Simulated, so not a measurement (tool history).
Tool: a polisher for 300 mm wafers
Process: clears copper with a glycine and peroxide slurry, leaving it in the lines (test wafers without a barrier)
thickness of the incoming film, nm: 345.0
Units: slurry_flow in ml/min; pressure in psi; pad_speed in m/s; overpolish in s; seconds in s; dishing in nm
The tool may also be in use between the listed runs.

run,day,slurry_flow,pressure,pad_speed,overpolish,seconds,dishing
1,0,225,1.8,1.18,9,99.459,19.925
2,0.188,175,1.8,1.18,9,104.04,18.33
3,0.367,175,1.8,1.18,11,104.53,22.165
4,0.738,175,1.4,1.18,11,127.36,19.775
5,0.962,165,1.6,1.18,9,113.63,18.25
6,1.162,160,1.8,1.12,8,108.89,17.025
7,1.388,155,1.9,1.12,7,103.26,16.096

The next listed run, before its measurement:
8,1.433,135,2.3,1.12,3,?,?

{"run 8": {"seconds": 91.127, "dishing": 8.7691}}
